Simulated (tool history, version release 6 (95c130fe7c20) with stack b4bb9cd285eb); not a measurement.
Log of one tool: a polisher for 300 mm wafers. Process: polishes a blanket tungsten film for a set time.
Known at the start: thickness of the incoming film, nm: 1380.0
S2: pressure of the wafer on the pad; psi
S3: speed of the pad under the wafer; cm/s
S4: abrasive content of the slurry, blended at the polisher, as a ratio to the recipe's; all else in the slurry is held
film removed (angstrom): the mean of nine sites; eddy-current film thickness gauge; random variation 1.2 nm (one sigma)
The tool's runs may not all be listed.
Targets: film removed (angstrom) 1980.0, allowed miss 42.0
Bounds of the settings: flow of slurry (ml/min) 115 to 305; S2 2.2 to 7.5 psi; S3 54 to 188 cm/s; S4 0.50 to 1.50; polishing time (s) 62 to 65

run 1 hour=0.0 | flow_of_slurry_(ml/min)=195 S2=4.8 S3=120 S4=1.00 polishing_time_(s)=62 | film_removed_(angstrom)=5454.3
run 2 hour=3.0 | flow_of_slurry_(ml/min)=185 S2=4.0 S3=104 S4=1.00 polishing_time_(s)=62 | film_removed_(angstrom)=3956.2
run 3 hour=9.5 | flow_of_slurry_(ml/min)=185 S2=3.3 S3=104 S4=1.00 polishing_time_(s)=62 | film_removed_(angstrom)=3261.0
run 4 hour=14.3 | flow_of_slurry_(ml/min)=185 S2=3.3 S3=124 S4=1.00 polishing_time_(s)=62 | film_removed_(angstrom)=3875.4
run 5 hour=21.0 | flow_of_slurry_(ml/min)=185 S2=3.3 S3=124 S4=0.90 polishing_time_(s)=62 | film_removed_(angstrom)=3816.3
run 6 hour=28.1 | flow_of_slurry_(ml/min)=185 S2=3.3 S3=104 S4=0.90 polishing_time_(s)=62 | film_removed_(angstrom)=3206.0
run 7 hour=31.0 | flow_of_slurry_(ml/min)=175 S2=3.0 S3=96 S4=0.90 polishing_time_(s)=62 | film_removed_(angstrom)=2671.2
run 8 hour=33.1 | flow_of_slurry_(ml/min)=160 S2=2.8 S3=96 S4=0.90 polishing_time_(s)=62 | film_removed_(angstrom)=2490.8

Which of these 4 next moves meets every target?
run A hour=35.2 | flow_of_slurry_(ml/min)=165 S2=3.4 S3=118 S4=0.85 polishing_time_(s)=63 | film_removed_(angstrom)=?
run B hour=35.2 | flow_of_slurry_(ml/min)=115 S2=2.7 S3=86 S4=0.90 polishing_time_(s)=62 | film_removed_(angstrom)=?
run C hour=35.2 | flow_of_slurry_(ml/min)=125 S2=2.6 S3=88 S4=0.80 polishing_time_(s)=64 | film_removed_(angstrom)=?
run D hour=35.2 | flow_of_slurry_(ml/min)=205 S2=2.7 S3=68 S4=1.30 polishing_time_(s)=62 | film_removed_(angstrom)=?

move=A film_removed_(angstrom)=3638.5
move=B film_removed_(angstrom)=2040.2
move=C film_removed_(angstrom)=2040.4
move=D film_removed_(angstrom)=1945.5
A: further off than the last run
B: nearer than the last run, and not there yet
C: nearer than the last run, and not there yet
D: meets every target
The right move is D.

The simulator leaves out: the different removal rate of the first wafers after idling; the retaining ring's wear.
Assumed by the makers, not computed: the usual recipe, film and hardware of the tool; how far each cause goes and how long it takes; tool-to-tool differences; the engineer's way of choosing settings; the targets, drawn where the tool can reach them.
